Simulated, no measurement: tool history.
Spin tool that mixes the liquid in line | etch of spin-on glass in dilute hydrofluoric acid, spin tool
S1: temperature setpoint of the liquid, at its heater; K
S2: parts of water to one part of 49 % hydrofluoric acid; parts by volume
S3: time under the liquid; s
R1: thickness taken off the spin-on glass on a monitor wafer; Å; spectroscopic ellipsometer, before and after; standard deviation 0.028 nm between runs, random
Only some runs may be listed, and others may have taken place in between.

{"run": 1, "hour": 0.0, "S1": 297.15, "S2": 200, "S3": 75, "R1": 148.75}
{"run": 2, "hour": 5.8, "S1": 297.15, "S2": 200, "S3": 75, "R1": 149.28}
{"run": 3, "hour": 11.6, "S1": 297.15, "S2": 225, "S3": 75, "R1": 129.28}
{"run": 4, "hour": 16.8, "S1": 296.15, "S2": 230, "S3": 75, "R1": 120.86}
{"run": 5, "hour": 25.5, "S1": 295.15, "S2": 235, "S3": 75, "R1": 114.04}
{"run": 6, "hour": 27.7, "S1": 295.15, "S2": 235, "S3": 80, "R1": 120.89}
{"run": 7, "hour": 35.9, "S1": 294.65, "S2": 240, "S3": 80, "R1": 115.95}
{"run": 8, "hour": 41.7, "S1": 294.15, "S2": 245, "S3": 80, "R1": 110.98}
{"run": 9, "hour": 42.6, "S1": 293.65, "S2": 250, "S3": 80, "R1": 106.51}
{"run": 10, "hour": 49.7, "S1": 293.15, "S2": 255, "S3": 80, "R1": 101.27}

Run 11 is up next; what results do you expect?
{"run": 11, "hour": 53.4, "S1": 292.65, "S2": 260, "S3": 80, "R1": "?"}

{"run 11": {"R1": 96.81}}

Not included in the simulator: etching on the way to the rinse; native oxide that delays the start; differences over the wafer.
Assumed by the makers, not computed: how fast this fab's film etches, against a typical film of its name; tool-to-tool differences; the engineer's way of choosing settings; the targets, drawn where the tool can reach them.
